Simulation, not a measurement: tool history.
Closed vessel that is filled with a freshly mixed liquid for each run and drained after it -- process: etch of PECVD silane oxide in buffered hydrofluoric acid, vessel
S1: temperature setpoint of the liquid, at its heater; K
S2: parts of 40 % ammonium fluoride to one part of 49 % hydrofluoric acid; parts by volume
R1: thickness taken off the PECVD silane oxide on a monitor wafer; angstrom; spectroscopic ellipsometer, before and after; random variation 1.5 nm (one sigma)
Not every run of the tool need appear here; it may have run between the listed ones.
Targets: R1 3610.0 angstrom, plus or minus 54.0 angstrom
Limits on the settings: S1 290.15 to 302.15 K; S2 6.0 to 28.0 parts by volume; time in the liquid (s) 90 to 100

run 1 hour=0.0 | S1=294.15 S2=17.0 time_in_the_liquid_(s)=90 | R1=1436.6
run 2 hour=1.8 | S1=297.15 S2=17.0 time_in_the_liquid_(s)=90 | R1=1675.9
run 3 hour=10.2 | S1=298.65 S2=14.5 time_in_the_liquid_(s)=90 | R1=2133.0
run 4 hour=16.8 | S1=296.65 S2=14.5 time_in_the_liquid_(s)=90 | R1=1922.6
run 5 hour=17.8 | S1=296.65 S2=16.5 time_in_the_liquid_(s)=90 | R1=1692.0
run 6 hour=26.2 | S1=298.15 S2=14.5 time_in_the_liquid_(s)=90 | R1=2078.7
run 7 hour=27.4 | S1=299.15 S2=13.0 time_in_the_liquid_(s)=90 | R1=2440.3
run 8 hour=29.7 | S1=300.15 S2=12.0 time_in_the_liquid_(s)=90 | R1=2793.7
run 9 hour=31.6 | S1=300.65 S2=11.5 time_in_the_liquid_(s)=90 | R1=2998.5
run 10 hour=35.4 | S1=301.15 S2=11.0 time_in_the_liquid_(s)=90 | R1=3218.1
run 11 hour=37.9 | S1=301.65 S2=11.0 time_in_the_liquid_(s)=90 | R1=3286.5
run 12 hour=39.8 | S1=301.65 S2=10.5 time_in_the_liquid_(s)=90 | R1=3409.5
run 13 hour=40.9 | S1=302.15 S2=10.5 time_in_the_liquid_(s)=90 | R1=3515.3

Consider the 4 candidate settings below. Which is the only one whose results all fall within their allowed miss of target?
run A hour=42.0 | S1=302.15 S2=9.5 time_in_the_liquid_(s)=90 | R1=?
run B hour=42.0 | S1=301.15 S2=10.5 time_in_the_liquid_(s)=95 | R1=?
run C hour=42.0 | S1=297.15 S2=8.0 time_in_the_liquid_(s)=90 | R1=?
run D hour=42.0 | S1=297.15 S2=8.5 time_in_the_liquid_(s)=100 | R1=?

move=A R1=3778.4
move=B R1=3539.3
move=C R1=3481.0
move=D R1=3622.3
A: carries the result that was furthest off beyond its target, to the other side
B: closes in on the targets versus the last run, not all within tolerance yet
C: lands further from the targets than the last run did
D: all results land within tolerance of their targets
D meets every target.
